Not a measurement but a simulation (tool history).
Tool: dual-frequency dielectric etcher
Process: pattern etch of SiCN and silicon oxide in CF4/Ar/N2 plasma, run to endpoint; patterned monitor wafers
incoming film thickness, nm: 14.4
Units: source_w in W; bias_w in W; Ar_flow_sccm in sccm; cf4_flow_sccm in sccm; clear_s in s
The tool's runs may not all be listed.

{"run": 1, "day": 0.0, "source_w": 510, "bias_w": 72, "Ar_flow_sccm": 74, "cf4_flow_sccm": 74, "clear_s": 15.062}
{"run": 2, "day": 0.038, "source_w": 510, "bias_w": 72, "Ar_flow_sccm": 69, "cf4_flow_sccm": 74, "clear_s": 14.85}
{"run": 3, "day": 0.1, "source_w": 520, "bias_w": 72, "Ar_flow_sccm": 69, "cf4_flow_sccm": 74, "clear_s": 14.626}
{"run": 4, "day": 0.35, "source_w": 520, "bias_w": 72, "Ar_flow_sccm": 69, "cf4_flow_sccm": 85, "clear_s": 14.305}
{"run": 5, "day": 0.567, "source_w": 530, "bias_w": 72, "Ar_flow_sccm": 69, "cf4_flow_sccm": 85, "clear_s": 14.15}
{"run": 6, "day": 0.7, "source_w": 530, "bias_w": 81, "Ar_flow_sccm": 69, "cf4_flow_sccm": 85, "clear_s": 13.57}
{"run": 7, "day": 0.95, "source_w": 540, "bias_w": 81, "Ar_flow_sccm": 69, "cf4_flow_sccm": 85, "clear_s": 13.421}
{"run": 8, "day": 1.317, "source_w": 550, "bias_w": 81, "Ar_flow_sccm": 69, "cf4_flow_sccm": 85, "clear_s": 13.188}

Forecast run 9:
{"run": 9, "day": 1.467, "source_w": 560, "bias_w": 81, "Ar_flow_sccm": 69, "cf4_flow_sccm": 85, "clear_s": "?"}

Run 9 gave clear_s 12.96 s.
